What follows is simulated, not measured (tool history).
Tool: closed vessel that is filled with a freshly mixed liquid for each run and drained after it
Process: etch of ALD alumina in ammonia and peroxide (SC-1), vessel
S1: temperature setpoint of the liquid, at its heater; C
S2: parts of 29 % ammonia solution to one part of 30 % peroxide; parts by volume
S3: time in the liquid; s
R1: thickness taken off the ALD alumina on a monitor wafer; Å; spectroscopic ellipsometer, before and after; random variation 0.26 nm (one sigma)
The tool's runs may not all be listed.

run  hour    S1    S2   S3      R1
  1     0    55  0.95  785  604.37
  2     2    55  0.95  785  599.89
  3   3.4    61  0.95  785  823.88
  4   7.8    61   1.1  785  838.42
  5  16.4  59.5   1.1  785  777.32
  6  18.1  58.5   1.1  785  729.57
  7  26.3    58   1.1  785  712.37
  8  27.5  57.5   1.1  785  702.89

The next listed run, before its measurement:
  9  28.1  57  1.1  785   ?

Run 9 gave R1 677.99 Å.
